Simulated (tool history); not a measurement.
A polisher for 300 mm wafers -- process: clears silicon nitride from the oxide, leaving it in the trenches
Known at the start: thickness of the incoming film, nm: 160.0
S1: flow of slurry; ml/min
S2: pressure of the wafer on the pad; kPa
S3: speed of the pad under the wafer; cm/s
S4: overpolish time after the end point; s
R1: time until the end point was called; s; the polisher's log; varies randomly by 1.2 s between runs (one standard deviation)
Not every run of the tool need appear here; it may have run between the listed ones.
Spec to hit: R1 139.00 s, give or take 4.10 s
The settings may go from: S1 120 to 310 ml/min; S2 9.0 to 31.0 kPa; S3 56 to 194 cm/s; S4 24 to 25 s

| run | hour | S1 | S2 | S3 | S4 | R1 |
|---|---|---|---|---|---|---|
| 1 | 0.0 | 200 | 20.0 | 124 | 24 | 113.20 |
| 2 | 8.9 | 195 | 19.3 | 124 | 24 | 119.84 |
| 3 | 16.0 | 190 | 18.6 | 124 | 24 | 123.87 |
| 4 | 23.7 | 185 | 17.9 | 124 | 24 | 128.45 |
| 5 | 31.4 | 185 | 17.9 | 148 | 24 | 107.92 |
| 6 | 32.5 | 185 | 17.9 | 148 | 25 | 107.75 |
| 7 | 41.4 | 180 | 17.2 | 148 | 25 | 110.84 |
| 8 | 46.9 | 175 | 11.7 | 146 | 25 | 166.94 |
| 9 | 49.6 | 225 | 14.5 | 146 | 25 | 132.26 |
| 10 | 52.0 | 220 | 14.5 | 146 | 25 | 131.72 |
| 11 | 53.0 | 215 | 14.5 | 146 | 25 | 131.98 |

Pick the move, out of 5, that brings all results within their allowed miss; only one does.
| A | 54.0 | 220 | 17.2 | 128 | 25 | ? |
| B | 54.0 | 265 | 15.9 | 136 | 25 | ? |
| C | 54.0 | 265 | 12.4 | 172 | 25 | ? |
| D | 54.0 | 225 | 14.5 | 150 | 24 | ? |
| E | 54.0 | 200 | 13.1 | 152 | 24 | ? |

| move | R1 |
|---|---|
| A | 127.38 |
| B | 127.32 |
| C | 128.04 |
| D | 128.73 |
| E | 142.12 |
A: the biggest miss grows against the last run
B: the biggest miss grows against the last run
C: the biggest miss grows against the last run
D: the biggest miss grows against the last run
E: each result inside its tolerance
E meets every target.

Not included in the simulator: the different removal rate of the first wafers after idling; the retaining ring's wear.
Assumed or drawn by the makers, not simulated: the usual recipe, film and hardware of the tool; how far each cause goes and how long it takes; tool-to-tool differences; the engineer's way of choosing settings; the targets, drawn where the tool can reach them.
